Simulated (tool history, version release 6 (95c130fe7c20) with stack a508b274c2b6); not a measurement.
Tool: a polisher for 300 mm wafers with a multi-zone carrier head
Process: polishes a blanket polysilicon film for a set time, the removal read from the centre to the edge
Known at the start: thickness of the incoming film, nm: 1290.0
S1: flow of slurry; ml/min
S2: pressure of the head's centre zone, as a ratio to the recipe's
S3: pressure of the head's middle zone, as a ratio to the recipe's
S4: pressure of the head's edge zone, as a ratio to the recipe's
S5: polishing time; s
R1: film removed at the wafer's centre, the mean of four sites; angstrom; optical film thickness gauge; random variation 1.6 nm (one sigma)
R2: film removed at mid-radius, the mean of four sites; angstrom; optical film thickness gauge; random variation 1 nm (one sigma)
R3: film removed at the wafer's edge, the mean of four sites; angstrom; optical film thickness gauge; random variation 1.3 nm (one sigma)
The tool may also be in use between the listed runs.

{"run": 1, "hour": 0.0, "S1": 150, "S2": 1.0, "S3": 1.0, "S4": 1.0, "S5": 37, "R1": 1916.4, "R2": 1843.3, "R3": 1879.8}
{"run": 2, "hour": 5.6, "S1": 145, "S2": 0.99, "S3": 0.99, "S4": 0.98, "S5": 34, "R1": 1707.3, "R2": 1692.2, "R3": 1733.3}
{"run": 3, "hour": 10.2, "S1": 145, "S2": 0.99, "S3": 0.99, "S4": 1.06, "S5": 34, "R1": 1703.8, "R2": 1694.9, "R3": 1825.5}
{"run": 4, "hour": 12.6, "S1": 145, "S2": 0.99, "S3": 0.99, "S4": 0.99, "S5": 34, "R1": 1761.3, "R2": 1686.0, "R3": 1727.6}
{"run": 5, "hour": 17.6, "S1": 145, "S2": 0.94, "S3": 0.99, "S4": 0.99, "S5": 34, "R1": 1623.3, "R2": 1697.0, "R3": 1737.8}
{"run": 6, "hour": 21.0, "S1": 145, "S2": 0.94, "S3": 0.99, "S4": 0.99, "S5": 25, "R1": 1222.3, "R2": 1241.3, "R3": 1303.8}

Run 7 comes next. What will it give?
{"run": 7, "hour": 28.7, "S1": 145, "S2": 0.94, "S3": 0.99, "S4": 0.99, "S5": 25, "R1": "?", "R2": "?", "R3": "?"}

Run 7 gave R1 1210.0 angstrom, R2 1234.2 angstrom, R3 1273.4 angstrom.

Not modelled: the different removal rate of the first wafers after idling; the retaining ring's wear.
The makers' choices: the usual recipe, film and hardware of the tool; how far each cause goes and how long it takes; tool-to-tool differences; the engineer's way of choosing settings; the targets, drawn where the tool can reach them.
